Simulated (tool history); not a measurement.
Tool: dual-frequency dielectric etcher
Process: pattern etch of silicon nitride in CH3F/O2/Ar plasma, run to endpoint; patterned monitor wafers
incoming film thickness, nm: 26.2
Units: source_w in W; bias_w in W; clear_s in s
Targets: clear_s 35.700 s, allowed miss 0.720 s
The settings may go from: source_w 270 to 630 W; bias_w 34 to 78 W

Run 1, hour 0.0: source_w 450 W, bias_w 56 W. Result: clear_s 39.420 s.
Run 2, hour 1.1: source_w 450 W, bias_w 64 W. Result: clear_s 37.268 s.
Run 3, hour 4.0: source_w 460 W, bias_w 64 W. Result: clear_s 36.943 s.
Run 4, hour 6.8: source_w 460 W, bias_w 59 W. Result: clear_s 38.227 s.
Run 5, hour 13.9: source_w 460 W, bias_w 54 W. Result: clear_s 39.603 s.
Run 6, hour 22.1: source_w 390 W, bias_w 54 W. Result: clear_s 41.516 s.
Run 7, hour 28.3: source_w 440 W, bias_w 56 W. Result: clear_s 39.585 s.
At hour 35.6: wet clean of the chamber.
Run 8, hour 35.6: source_w 470 W, bias_w 57 W. Result: clear_s 39.384 s.
Run 9, hour 38.2: source_w 480 W, bias_w 60 W. Result: clear_s 38.746 s.
Run 10, hour 45.9: source_w 480 W, bias_w 60 W. Result: clear_s 38.258 s.
Run 11, hour 53.7: source_w 490 W, bias_w 63 W. Result: clear_s 37.484 s.

4 next moves are on the table. One of them brings every result within its allowed miss. Which?
Run A, hour 61.5: source_w 520 W, bias_w 75 W. Result: clear_s ?.
Run B, hour 61.5: source_w 460 W, bias_w 57 W. Result: clear_s ?.
Run C, hour 61.5: source_w 460 W, bias_w 75 W. Result: clear_s ?.
Run D, hour 61.5: source_w 530 W, bias_w 74 W. Result: clear_s ?.

move  clear_s
   A   34.314
   B   39.836
   C   35.617
   D   34.301
A: takes the result that was furthest off past its target
B: further off than the last run
C: meets every target
D: takes the result that was furthest off past its target
Move C is the one to make.

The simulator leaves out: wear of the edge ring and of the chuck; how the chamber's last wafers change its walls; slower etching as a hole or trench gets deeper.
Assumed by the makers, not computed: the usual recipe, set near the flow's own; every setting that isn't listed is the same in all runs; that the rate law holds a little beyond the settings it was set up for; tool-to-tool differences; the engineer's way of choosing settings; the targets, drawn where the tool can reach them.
